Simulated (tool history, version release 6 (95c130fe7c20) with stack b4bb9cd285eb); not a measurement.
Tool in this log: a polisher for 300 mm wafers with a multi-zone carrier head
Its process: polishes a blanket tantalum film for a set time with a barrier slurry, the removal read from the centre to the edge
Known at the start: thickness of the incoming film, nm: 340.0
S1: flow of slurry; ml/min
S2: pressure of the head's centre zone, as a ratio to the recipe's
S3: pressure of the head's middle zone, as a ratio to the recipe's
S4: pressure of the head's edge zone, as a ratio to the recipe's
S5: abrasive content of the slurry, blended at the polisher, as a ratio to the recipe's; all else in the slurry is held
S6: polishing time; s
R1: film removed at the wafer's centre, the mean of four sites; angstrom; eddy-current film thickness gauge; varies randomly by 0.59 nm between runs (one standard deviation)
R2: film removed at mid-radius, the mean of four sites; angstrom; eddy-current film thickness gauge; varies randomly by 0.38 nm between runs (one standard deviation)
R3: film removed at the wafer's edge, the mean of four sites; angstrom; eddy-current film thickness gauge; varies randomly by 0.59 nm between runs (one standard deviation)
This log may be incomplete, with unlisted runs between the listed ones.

run	day	S1	S2	S3	S4	S5	S6	R1	R2	R3
1	0.000	215	1.00	1.00	1.00	1.00	60	1112.00	1055.30	1075.80
2	0.362	210	0.99	0.98	0.99	0.95	57	1031.50	954.64	997.60
3	0.508	210	0.99	0.98	0.99	0.95	48	861.76	802.49	844.51
4	0.533	245	0.99	0.98	0.99	0.95	48	866.25	825.08	840.78
5	0.842	195	0.99	0.98	0.99	0.95	48	872.51	797.07	826.11
6	1.117	195	0.99	0.98	0.99	0.80	48	778.45	737.24	763.63
7	1.296	190	0.98	0.96	0.98	0.75	48	731.10	687.24	725.82
8	1.458	185	0.96	0.94	0.96	0.75	48	725.58	673.09	703.77
9	1.683	150	0.86	0.84	1.02	0.50	46	399.72	368.18	444.15
10	1.912	170	0.87	0.85	1.03	0.50	46	399.59	374.02	447.09
11	2.004	175	0.89	0.86	1.05	0.50	46	400.99	377.64	448.22
12	2.329	170	0.90	0.87	1.06	0.55	46	477.60	447.06	528.27
13	2.679	165	0.91	0.87	1.06	0.55	46	482.59	435.24	525.02
14	3.050	170	0.92	0.88	1.07	0.55	46	494.87	440.23	528.95
15	3.271	180	0.93	0.89	1.08	0.55	46	493.79	449.12	534.46
16	3.592	185	0.94	0.90	1.09	0.55	46	509.23	463.80	531.02
17	3.950	180	0.94	0.91	1.10	0.55	46	500.44	467.13	524.44
18	4.304	240	0.95	0.92	1.19	0.80	47	735.12	691.86	813.94
19	4.571	230	0.94	0.92	1.17	0.80	47	744.69	692.49	808.94
20	4.738	220	0.93	0.91	1.14	0.80	47	730.93	683.75	802.21
21	5.012	215	0.92	0.90	1.11	0.80	47	726.56	667.69	785.02

Estimate the outcome of run 22 from the log above:
22	5.112	210	0.91	0.89	1.08	0.80	47	?	?	?

Run 22 produced R1 728.74 angstrom, R2 671.10 angstrom, R3 767.03 angstrom.
